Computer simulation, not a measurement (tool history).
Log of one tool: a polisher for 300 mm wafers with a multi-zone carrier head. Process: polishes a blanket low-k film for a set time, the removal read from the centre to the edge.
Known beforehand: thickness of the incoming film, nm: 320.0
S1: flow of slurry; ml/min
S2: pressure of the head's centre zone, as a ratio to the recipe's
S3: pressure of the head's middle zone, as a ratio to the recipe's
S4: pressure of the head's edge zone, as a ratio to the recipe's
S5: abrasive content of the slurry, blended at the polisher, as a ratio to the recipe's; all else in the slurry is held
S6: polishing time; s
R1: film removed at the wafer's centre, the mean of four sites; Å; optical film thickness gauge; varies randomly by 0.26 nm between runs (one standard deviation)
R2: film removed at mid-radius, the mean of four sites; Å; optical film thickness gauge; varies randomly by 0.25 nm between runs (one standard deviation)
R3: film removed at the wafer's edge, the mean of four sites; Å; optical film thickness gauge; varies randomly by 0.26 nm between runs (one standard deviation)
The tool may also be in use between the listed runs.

run,day,S1,S2,S3,S4,S5,S6,R1,R2,R3
1,0,260,1,1,1,1,75,337.8,363.65,353.28
2,0.108,260,1,1,0.92,1,75,338.55,363.06,349.74
3,0.454,260,0.98,1,0.92,0.85,70,292.85,306.4,299.72
4,0.629,255,0.93,1.02,0.92,0.75,69,251.04,292.08,279.8
5,0.8,255,1,1.02,0.92,0.75,69,273.33,296.09,282.23
# day 0.858: centre zone pressure recalibrated
6,0.858,255,1.07,1.02,0.92,0.75,69,324.24,296.21,280.84
7,1.075,255,1.02,1.02,0.91,0.65,68,290.66,270.7,261.99
8,1.308,245,0.97,1.03,0.9,0.6,68,260.42,262.55,248.09

Expected results for the next run?
9,1.488,235,0.93,1.02,0.9,0.6,68,?,?,?

Run 9 measured R1 245.93 Å, R2 262.15 Å, R3 249.75 Å.
